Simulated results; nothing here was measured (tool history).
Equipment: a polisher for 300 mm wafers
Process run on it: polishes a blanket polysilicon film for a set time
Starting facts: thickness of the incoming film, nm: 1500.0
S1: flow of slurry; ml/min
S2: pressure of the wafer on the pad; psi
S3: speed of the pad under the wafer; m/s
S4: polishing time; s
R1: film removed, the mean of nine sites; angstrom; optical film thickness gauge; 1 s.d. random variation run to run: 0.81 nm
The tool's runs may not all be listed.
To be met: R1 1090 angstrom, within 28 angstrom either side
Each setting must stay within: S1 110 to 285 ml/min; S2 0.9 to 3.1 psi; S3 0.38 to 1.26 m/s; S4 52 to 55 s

run  hour   S1   S2    S3  S4      R1
  1     0  180    2  0.82  52  1928.2
  2   3.1  175  1.7  0.82  52  1641.3
  3   7.7  175  1.7  0.82  52  1613.1
  4  13.4  165  1.5  0.82  52  1394.2
  5  16.1  155  1.4  0.82  52  1314.5
  6  17.8  155  1.4  0.82  52  1286.9
  7  20.5  135    1  0.82  52  906.27
  8  21.4  185    1  0.82  52  998.99
  9  24.1  195    1  0.82  52  1009.7
 10  29.2  205    1  0.82  52  1003.5
 11  31.8  205    1  0.82  52  1010.2
 12  36.9  215    1  0.82  52  1009.4
 13  44.7  220    1  0.82  52  1018.2
 14  45.4  255  1.1  0.82  52  1157.5
 15  53.1  245  1.1  0.82  52  1142.4
 16  56.4  240  1.1  0.82  52  1113.5
 17  64.7  225  1.1  0.82  52  1122.3

Consider the 5 candidate settings below. Which is the only one whose results all fall within their allowed miss of target?
  A    73  210  1.1  0.72  55   ?
  B    73  205    1  0.94  54   ?
  C    73  180  1.4  0.62  52   ?
  D    73  245    1  0.98  52   ?
  E    73  210    1  0.96  54   ?

move      R1
   A  1085.5
   B  1138.2
   C  1153.8
   D    1160
   E  1158.6
A: all results in spec
B: moves away from the targets compared with the last run
C: moves away from the targets compared with the last run
D: moves away from the targets compared with the last run
E: moves away from the targets compared with the last run
A meets every target.

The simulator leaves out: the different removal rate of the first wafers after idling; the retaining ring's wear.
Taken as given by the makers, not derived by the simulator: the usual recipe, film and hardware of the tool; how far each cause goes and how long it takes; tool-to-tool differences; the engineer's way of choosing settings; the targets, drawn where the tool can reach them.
